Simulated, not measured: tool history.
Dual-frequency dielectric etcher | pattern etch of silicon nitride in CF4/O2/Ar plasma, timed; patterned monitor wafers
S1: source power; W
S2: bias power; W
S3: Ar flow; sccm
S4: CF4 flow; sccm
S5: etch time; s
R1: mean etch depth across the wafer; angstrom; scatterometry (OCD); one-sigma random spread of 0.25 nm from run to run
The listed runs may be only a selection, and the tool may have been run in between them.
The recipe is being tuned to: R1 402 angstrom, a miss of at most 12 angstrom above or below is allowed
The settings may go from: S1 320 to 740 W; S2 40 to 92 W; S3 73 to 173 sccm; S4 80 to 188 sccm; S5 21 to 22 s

Run 1, hour 0: S1 530 W, S2 66 W, S3 123 sccm, S4 134 sccm, S5 21 s. Result: R1 483.21 angstrom.
Run 2, hour 7: S1 530 W, S2 66 W, S3 115 sccm, S4 134 sccm, S5 21 s. Result: R1 484.22 angstrom.
Run 3, hour 10.2: S1 530 W, S2 70 W, S3 115 sccm, S4 134 sccm, S5 21 s. Result: R1 484.44 angstrom.
Run 4, hour 16.5: S1 530 W, S2 70 W, S3 115 sccm, S4 151 sccm, S5 21 s. Result: R1 488.3 angstrom.
Run 5, hour 19.4: S1 530 W, S2 70 W, S3 115 sccm, S4 166 sccm, S5 21 s. Result: R1 493.18 angstrom.
Run 6, hour 28.1: S1 530 W, S2 70 W, S3 98 sccm, S4 166 sccm, S5 21 s. Result: R1 501.66 angstrom.
Run 7, hour 37: S1 490 W, S2 69 W, S3 99 sccm, S4 166 sccm, S5 21 s. Result: R1 458.64 angstrom.
Run 8, hour 41.4: S1 470 W, S2 69 W, S3 99 sccm, S4 166 sccm, S5 21 s. Result: R1 437.74 angstrom.
Run 9, hour 43: S1 460 W, S2 69 W, S3 99 sccm, S4 166 sccm, S5 21 s. Result: R1 430.37 angstrom.
Run 10, hour 50.9: S1 450 W, S2 69 W, S3 99 sccm, S4 166 sccm, S5 21 s. Result: R1 423.65 angstrom.

Below are 5 possible settings for the next run. Only one of them brings all results inside the allowed miss of their targets. Which is it?
Run A, hour 58.8: S1 440 W, S2 85 W, S3 97 sccm, S4 187 sccm, S5 21 s. Result: R1 ?.
Run B, hour 58.8: S1 460 W, S2 70 W, S3 96 sccm, S4 161 sccm, S5 21 s. Result: R1 ?.
Run C, hour 58.8: S1 440 W, S2 71 W, S3 95 sccm, S4 134 sccm, S5 21 s. Result: R1 ?.
Run D, hour 58.8: S1 480 W, S2 59 W, S3 118 sccm, S4 151 sccm, S5 21 s. Result: R1 ?.
Run E, hour 58.8: S1 510 W, S2 55 W, S3 114 sccm, S4 142 sccm, S5 21.5 s. Result: R1 ?.

move      R1
   A  445.44
   B  435.95
   C  410.75
   D  425.94
   E  454.75
A: moves away from the targets compared with the last run
B: moves away from the targets compared with the last run
C: all results in spec
D: moves away from the targets compared with the last run
E: moves away from the targets compared with the last run
The right move is C.
